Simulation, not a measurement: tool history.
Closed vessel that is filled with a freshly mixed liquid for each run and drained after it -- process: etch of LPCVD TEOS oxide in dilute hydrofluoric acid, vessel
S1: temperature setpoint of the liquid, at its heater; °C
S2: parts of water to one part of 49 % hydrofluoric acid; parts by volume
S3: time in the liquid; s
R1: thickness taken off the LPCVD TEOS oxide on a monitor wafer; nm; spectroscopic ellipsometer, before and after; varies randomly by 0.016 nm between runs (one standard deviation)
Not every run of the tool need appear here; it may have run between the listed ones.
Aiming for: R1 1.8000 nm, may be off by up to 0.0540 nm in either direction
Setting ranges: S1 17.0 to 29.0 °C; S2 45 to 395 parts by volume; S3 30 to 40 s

| run | hour | S1 | S2 | S3 | R1 |
|---|---|---|---|---|---|
| 1 | 0.0 | 21.0 | 220 | 40 | 3.1604 |
| 2 | 8.2 | 18.0 | 220 | 40 | 2.8149 |
| 3 | 16.2 | 18.0 | 220 | 30 | 2.1144 |
| 4 | 21.4 | 18.0 | 160 | 30 | 3.0217 |
| 5 | 29.8 | 17.5 | 185 | 30 | 2.5208 |
| 6 | 36.8 | 17.5 | 185 | 40 | 3.3485 |
| 7 | 44.3 | 17.5 | 215 | 40 | 2.7939 |
| 8 | 49.7 | 17.5 | 235 | 40 | 2.5235 |
| 9 | 52.3 | 17.5 | 250 | 40 | 2.3588 |
| 10 | 54.6 | 17.5 | 265 | 40 | 2.1414 |
| 11 | 56.5 | 17.5 | 265 | 40 | 2.2096 |
| 12 | 64.4 | 17.5 | 275 | 40 | 2.0748 |
|  | 71.4 | thermometer replaced |
| 13 | 71.4 | 17.5 | 280 | 40 | 2.1688 |

Pick the move, out of 5, that brings all results within their allowed miss; only one does.
| A | 78.4 | 17.5 | 270 | 30 | ? |
| B | 78.4 | 17.0 | 225 | 40 | ? |
| C | 78.4 | 19.0 | 290 | 30 | ? |
| D | 78.4 | 20.5 | 335 | 40 | ? |
| E | 78.4 | 17.0 | 290 | 35 | ? |

| move | R1 |
|---|---|
| A | 1.6907 |
| B | 2.7602 |
| C | 1.6368 |
| D | 1.9179 |
| E | 1.7713 |
A: takes the biggest miss from the last run beyond its target
B: further off than the last run
C: takes the biggest miss from the last run beyond its target
D: nearer than the last run, and not there yet
E: meets every target
E meets every target.
